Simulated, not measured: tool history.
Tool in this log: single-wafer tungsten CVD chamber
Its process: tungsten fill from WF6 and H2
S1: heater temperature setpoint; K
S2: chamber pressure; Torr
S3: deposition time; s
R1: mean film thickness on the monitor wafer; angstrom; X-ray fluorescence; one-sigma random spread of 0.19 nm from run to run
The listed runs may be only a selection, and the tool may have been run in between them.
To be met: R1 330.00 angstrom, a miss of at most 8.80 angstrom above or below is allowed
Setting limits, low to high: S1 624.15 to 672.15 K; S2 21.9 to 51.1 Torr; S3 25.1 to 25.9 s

run  hour      S1    S2    S3      R1
  1   0.0  648.15  36.5  25.1  482.71
  2   0.9  644.15  36.3  25.1  442.09
  3   2.5  651.15  36.3  25.1  520.35
  4   8.6  651.15  40.2  25.1  544.36
  5  14.9  651.15  37.5  25.1  528.21
  6  17.3  647.15  37.3  25.1  478.19
  7  20.5  644.15  37.2  25.1  442.40
  8  29.0  642.15  37.1  25.1  425.74
  9  34.6  640.15  37.0  25.1  402.34
 10  35.5  638.15  36.9  25.1  382.44
 11  40.6  637.15  36.8  25.1  374.24
 12  41.2  636.15  36.8  25.1  360.17
 13  43.4  635.15  36.8  25.1  353.76
 14  46.5  634.15  36.8  25.1  345.51

5 next moves are on the table. One of them brings every result within its allowed miss. Which?
  A  49.6  633.15  40.2  25.1   ?
  B  49.6  633.15  37.2  25.9   ?
  C  49.6  638.15  34.4  25.1   ?
  D  49.6  636.15  35.9  25.2   ?
  E  49.6  631.15  36.2  25.9   ?

move      R1
   A  344.40
   B  344.30
   C  366.18
   D  355.96
   E  323.68
A: nearer the targets than the last run, but a result is still out of spec
B: nearer the targets than the last run, but a result is still out of spec
C: the biggest miss grows against the last run
D: the biggest miss grows against the last run
E: in spec on every target
So the answer is move E, the one that meets all the targets.
